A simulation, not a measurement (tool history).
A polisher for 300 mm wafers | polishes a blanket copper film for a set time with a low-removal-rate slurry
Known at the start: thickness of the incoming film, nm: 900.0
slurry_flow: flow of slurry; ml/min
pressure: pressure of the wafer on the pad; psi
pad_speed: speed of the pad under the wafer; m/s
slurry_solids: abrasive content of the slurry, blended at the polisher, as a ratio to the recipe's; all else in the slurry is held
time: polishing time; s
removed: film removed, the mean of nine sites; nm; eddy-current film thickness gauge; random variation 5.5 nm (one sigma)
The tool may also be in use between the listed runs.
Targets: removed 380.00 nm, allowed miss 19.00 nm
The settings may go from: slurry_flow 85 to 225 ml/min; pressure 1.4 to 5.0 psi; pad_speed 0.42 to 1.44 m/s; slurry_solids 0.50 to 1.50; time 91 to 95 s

run 1 hour=0.0 | slurry_flow=145 pressure=3.2 pad_speed=0.92 slurry_solids=1.00 time=91 | removed=254.59
run 2 hour=2.6 | slurry_flow=145 pressure=3.2 pad_speed=0.70 slurry_solids=1.00 time=91 | removed=205.21
run 3 hour=5.4 | slurry_flow=145 pressure=3.2 pad_speed=0.90 slurry_solids=1.00 time=91 | removed=248.49
run 4 hour=14.1 | slurry_flow=145 pressure=3.4 pad_speed=0.90 slurry_solids=1.00 time=91 | removed=263.46
run 5 hour=19.1 | slurry_flow=145 pressure=3.5 pad_speed=0.90 slurry_solids=1.00 time=91 | removed=274.15
run 6 hour=25.7 | slurry_flow=145 pressure=2.9 pad_speed=0.90 slurry_solids=1.00 time=91 | removed=234.09
run 7 hour=34.3 | slurry_flow=145 pressure=3.1 pad_speed=0.90 slurry_solids=1.00 time=91 | removed=246.22
run 8 hour=38.0 | slurry_flow=145 pressure=3.3 pad_speed=0.90 slurry_solids=1.00 time=91 | removed=257.51
run 9 hour=41.9 | slurry_flow=145 pressure=3.5 pad_speed=0.90 slurry_solids=1.00 time=91 | removed=274.85
run 10 hour=48.3 | slurry_flow=150 pressure=4.4 pad_speed=0.92 slurry_solids=1.00 time=91 | removed=348.38

4 next moves are on the table. One of them brings every result within its allowed miss. Which?
run A hour=54.7 | slurry_flow=160 pressure=4.1 pad_speed=1.10 slurry_solids=1.00 time=91 | removed=?
run B hour=54.7 | slurry_flow=165 pressure=4.2 pad_speed=0.86 slurry_solids=1.45 time=91 | removed=?
run C hour=54.7 | slurry_flow=160 pressure=4.5 pad_speed=0.90 slurry_solids=0.95 time=91 | removed=?
run D hour=54.7 | slurry_flow=155 pressure=4.0 pad_speed=0.92 slurry_solids=0.90 time=95 | removed=?

move=A removed=390.27
move=B removed=339.53
move=C removed=352.29
move=D removed=332.11
A: meets every target
B: further off than the last run
C: nearer than the last run, and not there yet
D: further off than the last run
Move A is the one to make.

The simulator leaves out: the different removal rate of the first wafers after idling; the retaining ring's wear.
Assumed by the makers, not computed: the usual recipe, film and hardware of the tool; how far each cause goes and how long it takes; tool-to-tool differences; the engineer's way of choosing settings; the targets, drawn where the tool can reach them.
